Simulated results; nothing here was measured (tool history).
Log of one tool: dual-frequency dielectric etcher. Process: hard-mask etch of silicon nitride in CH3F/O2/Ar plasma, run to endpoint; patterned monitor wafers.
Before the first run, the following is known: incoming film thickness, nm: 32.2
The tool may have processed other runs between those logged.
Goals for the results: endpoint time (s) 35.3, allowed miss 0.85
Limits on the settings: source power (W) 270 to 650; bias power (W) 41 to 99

run 1 hour=0 | source_power_(W)=460 bias_power_(W)=70 | endpoint_time_(s)=39.667
run 2 hour=5.5 | source_power_(W)=500 bias_power_(W)=72 | endpoint_time_(s)=37.901
run 3 hour=11.4 | source_power_(W)=520 bias_power_(W)=73 | endpoint_time_(s)=36.844
run 4 hour=13.6 | source_power_(W)=530 bias_power_(W)=73 | endpoint_time_(s)=36.19
run 5 hour=22.1 | source_power_(W)=540 bias_power_(W)=73 | endpoint_time_(s)=36.625
run 6 hour=25.9 | source_power_(W)=540 bias_power_(W)=61 | endpoint_time_(s)=38.648
run 7 hour=27.5 | source_power_(W)=570 bias_power_(W)=62 | endpoint_time_(s)=37.974
run 8 hour=34.9 | source_power_(W)=590 bias_power_(W)=63 | endpoint_time_(s)=37.12

Exercise: of the 4 proposed moves below, exactly one satisfies all targets within the stated allowed misses. Which move is it?
run A hour=42.3 | source_power_(W)=490 bias_power_(W)=62 | endpoint_time_(s)=?
run B hour=42.3 | source_power_(W)=580 bias_power_(W)=58 | endpoint_time_(s)=?
run C hour=42.3 | source_power_(W)=550 bias_power_(W)=66 | endpoint_time_(s)=?
run D hour=42.3 | source_power_(W)=570 bias_power_(W)=74 | endpoint_time_(s)=?

move=A endpoint_time_(s)=40.072
move=B endpoint_time_(s)=37.994
move=C endpoint_time_(s)=37.267
move=D endpoint_time_(s)=35.283
A: further off than the last run
B: further off than the last run
C: further off than the last run
D: each result inside its tolerance
D meets every target.
